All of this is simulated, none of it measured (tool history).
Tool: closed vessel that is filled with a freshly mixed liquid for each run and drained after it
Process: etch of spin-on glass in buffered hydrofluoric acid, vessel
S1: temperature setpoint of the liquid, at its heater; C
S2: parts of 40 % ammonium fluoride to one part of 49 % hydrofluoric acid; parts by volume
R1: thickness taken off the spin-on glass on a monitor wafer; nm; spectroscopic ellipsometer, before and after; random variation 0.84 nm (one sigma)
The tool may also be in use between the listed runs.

Run 1, hour 0.0: S1 23.0 C, S2 21.0 parts by volume, time in the liquid (s) 100. Result: R1 130.560 nm.
Run 2, hour 2.4: S1 23.0 C, S2 21.0 parts by volume, time in the liquid (s) 105. Result: R1 138.100 nm.
Run 3, hour 3.2: S1 22.5 C, S2 21.0 parts by volume, time in the liquid (s) 105. Result: R1 134.180 nm.
Run 4, hour 11.1: S1 21.0 C, S2 21.0 parts by volume, time in the liquid (s) 105. Result: R1 122.680 nm.
Run 5, hour 15.4: S1 18.5 C, S2 21.0 parts by volume, time in the liquid (s) 105. Result: R1 106.250 nm.
Run 6, hour 19.9: S1 17.0 C, S2 21.0 parts by volume, time in the liquid (s) 105. Result: R1 99.537 nm.
Run 7, hour 23.2: S1 17.0 C, S2 21.0 parts by volume, time in the liquid (s) 105. Result: R1 97.566 nm.
Run 8, hour 24.6: S1 17.5 C, S2 21.0 parts by volume, time in the liquid (s) 105. Result: R1 101.570 nm.

Forecast run 9:
Run 9, hour 30.7: S1 19.0 C, S2 21.0 parts by volume, time in the liquid (s) 105. Result: R1 ?.

R1: 111.160 nm
